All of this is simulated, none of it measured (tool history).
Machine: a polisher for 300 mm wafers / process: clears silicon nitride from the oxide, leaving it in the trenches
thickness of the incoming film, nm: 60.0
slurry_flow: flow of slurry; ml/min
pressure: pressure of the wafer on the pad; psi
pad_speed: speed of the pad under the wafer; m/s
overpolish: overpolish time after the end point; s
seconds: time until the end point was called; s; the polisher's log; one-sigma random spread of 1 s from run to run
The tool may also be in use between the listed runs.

run  hour  slurry_flow  pressure  pad_speed  overpolish  seconds
  1   0.0          225       1.9       0.90           6   89.575
  2   6.6          225       2.0       0.90           6   84.297
  3  13.0          225       2.0       0.90           6   87.093
  4  21.3          225       2.0       0.80           6   95.486
  5  27.3          225       2.0       0.68           6  109.020
  6  32.1          225       2.1       0.68           6  106.590

Forecast run 7:
  7  36.2          225       2.2       0.68           6        ?

seconds: 98.314 s
